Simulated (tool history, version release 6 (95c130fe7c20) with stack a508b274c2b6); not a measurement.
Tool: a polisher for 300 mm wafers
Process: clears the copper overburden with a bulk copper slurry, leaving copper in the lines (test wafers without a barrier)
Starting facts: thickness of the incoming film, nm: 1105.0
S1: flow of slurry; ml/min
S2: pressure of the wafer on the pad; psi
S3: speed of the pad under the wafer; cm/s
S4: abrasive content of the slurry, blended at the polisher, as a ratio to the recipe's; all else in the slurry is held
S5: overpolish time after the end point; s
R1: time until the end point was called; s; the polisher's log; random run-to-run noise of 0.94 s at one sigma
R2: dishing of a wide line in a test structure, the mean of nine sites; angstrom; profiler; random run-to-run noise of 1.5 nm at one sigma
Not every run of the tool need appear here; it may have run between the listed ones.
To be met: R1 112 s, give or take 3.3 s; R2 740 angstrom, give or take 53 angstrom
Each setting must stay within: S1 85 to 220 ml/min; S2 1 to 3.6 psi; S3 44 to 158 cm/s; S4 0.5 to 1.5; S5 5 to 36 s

Run 1, day 0: S1 140 ml/min, S2 2.3 psi, S3 100 cm/s, S4 1, S5 18 s. Result: R1 180.53 s, R2 480.56 angstrom.
Run 2, day 0.225: S1 150 ml/min, S2 2.5 psi, S3 100 cm/s, S4 1, S5 19 s. Result: R1 165.99 s, R2 561.54 angstrom.
Run 3, day 0.575: S1 150 ml/min, S2 2.5 psi, S3 76 cm/s, S4 1, S5 19 s. Result: R1 213.61 s, R2 474.94 angstrom.
Run 4, day 0.783: S1 155 ml/min, S2 2.8 psi, S3 80 cm/s, S4 1, S5 18 s. Result: R1 179.74 s, R2 513.49 angstrom.
Run 5, day 0.879: S1 160 ml/min, S2 3 psi, S3 82 cm/s, S4 1, S5 18 s. Result: R1 165.82 s, R2 549.13 angstrom.
Run 6, day 1.096: S1 165 ml/min, S2 3.1 psi, S3 86 cm/s, S4 1, S5 18 s. Result: R1 149.63 s, R2 572.51 angstrom.
Run 7, day 1.442: S1 170 ml/min, S2 3.2 psi, S3 88 cm/s, S4 1, S5 19 s. Result: R1 144.64 s, R2 593.29 angstrom.
Run 8, day 1.729: S1 170 ml/min, S2 3.3 psi, S3 90 cm/s, S4 1, S5 20 s. Result: R1 135.53 s, R2 622.4 angstrom.
Run 9, day 2.088: S1 170 ml/min, S2 3.4 psi, S3 92 cm/s, S4 1, S5 21 s. Result: R1 130.09 s, R2 658.78 angstrom.
Run 10, day 2.258: S1 175 ml/min, S2 3.4 psi, S3 94 cm/s, S4 1, S5 21 s. Result: R1 126.47 s, R2 638.76 angstrom.
Run 11, day 2.596: S1 175 ml/min, S2 3.4 psi, S3 96 cm/s, S4 1, S5 22 s. Result: R1 123.42 s, R2 680.56 angstrom.
Run 12, day 2.65: S1 200 ml/min, S2 3.6 psi, S3 96 cm/s, S4 1, S5 23 s. Result: R1 114.62 s, R2 709.01 angstrom.

Next run, 5 choices. One meets every target within its allowed miss, the rest don't. Which?
Run A, day 2.704: S1 220 ml/min, S2 3.6 psi, S3 88 cm/s, S4 1.15, S5 22 s. Result: R1 ?, R2 ?.
Run B, day 2.704: S1 220 ml/min, S2 3.5 psi, S3 98 cm/s, S4 0.85, S5 23 s. Result: R1 ?, R2 ?.
Run C, day 2.704: S1 205 ml/min, S2 3.6 psi, S3 96 cm/s, S4 1.05, S5 23 s. Result: R1 ?, R2 ?.
Run D, day 2.704: S1 180 ml/min, S2 2.8 psi, S3 120 cm/s, S4 1, S5 25 s. Result: R1 ?, R2 ?.
Run E, day 2.704: S1 215 ml/min, S2 3.5 psi, S3 106 cm/s, S4 1.05, S5 26 s. Result: R1 ?, R2 ?.

move      R1      R2
   A  119.38  690.21
   B  121.52   694.5
   C  113.71  712.25
   D  120.69  694.59
   E  105.61  749.55
A: its largest miss is bigger than the last run's
B: its largest miss is bigger than the last run's
C: each result inside its tolerance
D: its largest miss is bigger than the last run's
E: pushes the last run's worst result past its target
C meets every target.

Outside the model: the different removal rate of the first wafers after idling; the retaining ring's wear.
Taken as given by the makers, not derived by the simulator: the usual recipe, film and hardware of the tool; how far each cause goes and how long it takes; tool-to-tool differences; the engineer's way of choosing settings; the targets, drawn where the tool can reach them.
